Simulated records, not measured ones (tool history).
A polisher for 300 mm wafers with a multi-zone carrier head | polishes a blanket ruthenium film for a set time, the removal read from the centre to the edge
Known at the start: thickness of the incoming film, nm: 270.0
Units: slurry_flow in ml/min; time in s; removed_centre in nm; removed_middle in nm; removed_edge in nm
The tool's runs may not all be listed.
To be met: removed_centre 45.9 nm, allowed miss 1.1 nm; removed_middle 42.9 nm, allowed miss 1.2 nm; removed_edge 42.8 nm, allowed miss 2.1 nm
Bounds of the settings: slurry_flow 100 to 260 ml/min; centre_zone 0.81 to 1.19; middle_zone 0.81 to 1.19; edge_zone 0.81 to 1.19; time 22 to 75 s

run	day	slurry_flow	centre_zone	middle_zone	edge_zone	time	removed_centre	removed_middle	removed_edge
1	0	165	1	1	1	48	64.809	63.937	60.858
2	0.171	150	1	1	1	48	62.705	62.426	60.126
3	0.25	150	1	1.08	1	48	62.69	65.584	59.741
4	0.517	145	0.99	1.02	0.97	44	56.644	56.867	55.846
5	0.854	155	1	1.02	0.95	40	53.17	53.142	50.815
6	0.892	155	1	1	0.93	38	50.21	49.746	46.429
7	1.138	145	1	0.97	0.91	38	49.62	48.045	46.099
8	1.429	135	1	0.95	0.89	38	48.811	47.44	43.99
9	1.583	130	1	0.92	0.9	38	47.688	44.737	45.01
10	1.862	125	1	0.92	0.89	38	47.662	45.148	44.098

5 next moves are on the table. One of them brings every result within its allowed miss. Which?
A	2.142	110	1.01	0.85	0.98	37	?	?	?
B	2.142	165	1.05	0.99	0.9	36	?	?	?
C	2.142	155	0.96	0.88	0.86	36	?	?	?
D	2.142	100	1.08	0.93	0.87	42	?	?	?
E	2.142	110	1.04	0.92	0.81	42	?	?	?

move	removed_centre	removed_middle	removed_edge
A	44.364	40.249	44.028
B	50.02	47.689	44.045
C	45.577	43.652	42.813
D	51.551	46.903	46.27
E	51.691	48.06	45.779
A: takes the result that was furthest off past its target
B: further off than the last run
C: meets every target
D: further off than the last run
E: further off than the last run
Answer: C

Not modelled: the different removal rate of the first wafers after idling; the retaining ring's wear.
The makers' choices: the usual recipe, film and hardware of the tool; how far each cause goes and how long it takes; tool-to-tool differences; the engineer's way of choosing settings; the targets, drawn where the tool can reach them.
